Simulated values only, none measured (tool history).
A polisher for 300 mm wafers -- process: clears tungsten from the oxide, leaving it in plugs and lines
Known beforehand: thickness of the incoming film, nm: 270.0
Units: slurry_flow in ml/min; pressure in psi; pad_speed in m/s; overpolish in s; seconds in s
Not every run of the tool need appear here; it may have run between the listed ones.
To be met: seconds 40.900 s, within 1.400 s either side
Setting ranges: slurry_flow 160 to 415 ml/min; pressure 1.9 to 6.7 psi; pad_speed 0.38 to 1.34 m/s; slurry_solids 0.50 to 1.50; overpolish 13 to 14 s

Run 1, hour 0.0: slurry_flow 265 ml/min, pressure 4.3 psi, pad_speed 0.86 m/s, slurry_solids 1.00, overpolish 13 s. Result: seconds 47.534 s.
Run 2, hour 5.4: slurry_flow 265 ml/min, pressure 4.3 psi, pad_speed 0.86 m/s, slurry_solids 1.00, overpolish 14 s. Result: seconds 46.859 s.
Run 3, hour 8.8: slurry_flow 265 ml/min, pressure 4.3 psi, pad_speed 0.86 m/s, slurry_solids 1.00, overpolish 14 s. Result: seconds 47.722 s.
Run 4, hour 13.0: slurry_flow 265 ml/min, pressure 4.3 psi, pad_speed 0.86 m/s, slurry_solids 1.00, overpolish 13 s. Result: seconds 47.375 s.
Run 5, hour 17.3: slurry_flow 265 ml/min, pressure 3.8 psi, pad_speed 0.86 m/s, slurry_solids 1.00, overpolish 13 s. Result: seconds 53.265 s.
Run 6, hour 20.7: slurry_flow 265 ml/min, pressure 4.0 psi, pad_speed 0.86 m/s, slurry_solids 1.00, overpolish 13 s. Result: seconds 50.798 s.
Run 7, hour 21.5: slurry_flow 265 ml/min, pressure 4.2 psi, pad_speed 0.86 m/s, slurry_solids 1.00, overpolish 13 s. Result: seconds 48.492 s.
Run 8, hour 22.2: slurry_flow 265 ml/min, pressure 4.3 psi, pad_speed 0.86 m/s, slurry_solids 1.00, overpolish 13 s. Result: seconds 46.945 s.
Run 9, hour 28.9: slurry_flow 265 ml/min, pressure 4.4 psi, pad_speed 0.86 m/s, slurry_solids 1.00, overpolish 13 s. Result: seconds 46.075 s.

5 candidate next runs follow, results not yet known. Just one meets every target within its allowed miss. Identify it.
Run A, hour 35.6: slurry_flow 250 ml/min, pressure 4.8 psi, pad_speed 0.74 m/s, slurry_solids 1.05, overpolish 13 s. Result: seconds ?.
Run B, hour 35.6: slurry_flow 245 ml/min, pressure 4.9 psi, pad_speed 0.86 m/s, slurry_solids 1.05, overpolish 13 s. Result: seconds ?.
Run C, hour 35.6: slurry_flow 255 ml/min, pressure 3.9 psi, pad_speed 0.80 m/s, slurry_solids 1.10, overpolish 13 s. Result: seconds ?.
Run D, hour 35.6: slurry_flow 265 ml/min, pressure 3.7 psi, pad_speed 0.82 m/s, slurry_solids 0.95, overpolish 13 s. Result: seconds ?.
Run E, hour 35.6: slurry_flow 265 ml/min, pressure 4.1 psi, pad_speed 0.84 m/s, slurry_solids 0.95, overpolish 13 s. Result: seconds ?.

move  seconds
   A   48.664
   B   41.342
   C   54.432
   D   57.765
   E   51.100
A: moves away from the targets compared with the last run
B: all results land within tolerance of their targets
C: moves away from the targets compared with the last run
D: moves away from the targets compared with the last run
E: moves away from the targets compared with the last run
Move B is the one to make.

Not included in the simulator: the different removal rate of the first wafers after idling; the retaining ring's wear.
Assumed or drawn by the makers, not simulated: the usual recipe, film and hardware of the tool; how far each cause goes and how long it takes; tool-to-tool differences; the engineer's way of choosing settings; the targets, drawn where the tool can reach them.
